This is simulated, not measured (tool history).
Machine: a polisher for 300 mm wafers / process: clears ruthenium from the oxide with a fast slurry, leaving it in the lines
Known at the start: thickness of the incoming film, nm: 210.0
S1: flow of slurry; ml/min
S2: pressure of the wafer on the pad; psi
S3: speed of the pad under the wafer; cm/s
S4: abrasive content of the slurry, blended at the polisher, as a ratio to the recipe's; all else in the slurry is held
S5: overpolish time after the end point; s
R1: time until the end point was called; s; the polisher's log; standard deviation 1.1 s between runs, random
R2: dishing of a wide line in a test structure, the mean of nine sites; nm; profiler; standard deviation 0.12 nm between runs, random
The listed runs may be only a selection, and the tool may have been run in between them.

run,day,S1,S2,S3,S4,S5,R1,R2
1,0.000,190,2.8,104,1.0,10,59.172,21.5680
2,0.183,190,2.6,102,1.0,9,63.481,19.8990
3,0.492,175,2.8,92,0.9,8,68.237,16.8410
4,0.729,160,2.8,92,0.9,8,69.376,16.7830
# day 0.758: slurry blender recalibrated
5,0.758,160,2.8,92,0.9,4,64.646,9.5408
6,0.975,160,2.8,84,0.9,4,70.585,8.9826
7,1.229,175,2.6,82,1.0,4,69.197,9.1573

For run 8, what comes out?
8,1.350,170,2.4,76,1.1,4,?,?

R1: 74.527 s
R2: 7.9617 nm

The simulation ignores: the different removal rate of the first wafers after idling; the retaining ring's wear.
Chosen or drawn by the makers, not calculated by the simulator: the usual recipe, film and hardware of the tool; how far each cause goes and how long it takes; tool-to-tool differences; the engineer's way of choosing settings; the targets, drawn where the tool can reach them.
